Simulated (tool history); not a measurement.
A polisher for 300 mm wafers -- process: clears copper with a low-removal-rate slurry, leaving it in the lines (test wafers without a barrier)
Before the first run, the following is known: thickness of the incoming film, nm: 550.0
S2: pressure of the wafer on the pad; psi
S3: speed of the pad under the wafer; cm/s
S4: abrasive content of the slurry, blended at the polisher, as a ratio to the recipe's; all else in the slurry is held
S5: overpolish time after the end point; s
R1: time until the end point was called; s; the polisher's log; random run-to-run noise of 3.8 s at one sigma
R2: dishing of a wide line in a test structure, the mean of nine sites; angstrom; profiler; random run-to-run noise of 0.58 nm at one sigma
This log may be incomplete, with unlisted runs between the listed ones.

{"run": 1, "hour": 0.0, "flow of slurry (ml/min)": 315, "S2": 3.5, "S3": 102, "S4": 1.0, "S5": 15, "R1": 181.38, "R2": 267.73}
{"run": 2, "hour": 3.0, "flow of slurry (ml/min)": 315, "S2": 3.1, "S3": 102, "S4": 1.0, "S5": 17, "R1": 204.82, "R2": 282.52}
{"run": 3, "hour": 6.7, "flow of slurry (ml/min)": 315, "S2": 3.1, "S3": 92, "S4": 1.0, "S5": 17, "R1": 219.15, "R2": 263.36}
{"run": 4, "hour": 8.5, "flow of slurry (ml/min)": 315, "S2": 3.1, "S3": 92, "S4": 0.85, "S5": 17, "R1": 225.84, "R2": 258.16}
{"run": 5, "hour": 17.4, "flow of slurry (ml/min)": 315, "S2": 2.9, "S3": 92, "S4": 0.85, "S5": 18, "R1": 238.88, "R2": 260.03}
{"run": 6, "hour": 23.8, "flow of slurry (ml/min)": 315, "S2": 2.7, "S3": 92, "S4": 0.85, "S5": 19, "R1": 246.62, "R2": 260.76}
{"run": 7, "hour": 25.3, "flow of slurry (ml/min)": 315, "S2": 2.5, "S3": 92, "S4": 0.85, "S5": 20, "R1": 262.46, "R2": 248.86}
{"run": 8, "hour": 25.9, "flow of slurry (ml/min)": 315, "S2": 2.4, "S3": 90, "S4": 0.85, "S5": 21, "R1": 267.51, "R2": 258.55}
{"run": 9, "hour": 29.7, "flow of slurry (ml/min)": 315, "S2": 2.3, "S3": 90, "S4": 0.85, "S5": 22, "R1": 274.8, "R2": 270.14}

What does the tool deliver on the next run?
{"run": 10, "hour": 31.8, "flow of slurry (ml/min)": 315, "S2": 2.2, "S3": 90, "S4": 0.85, "S5": 23, "R1": "?", "R2": "?"}

Run 10 yielded R1 285.51 s, R2 271.91 angstrom.
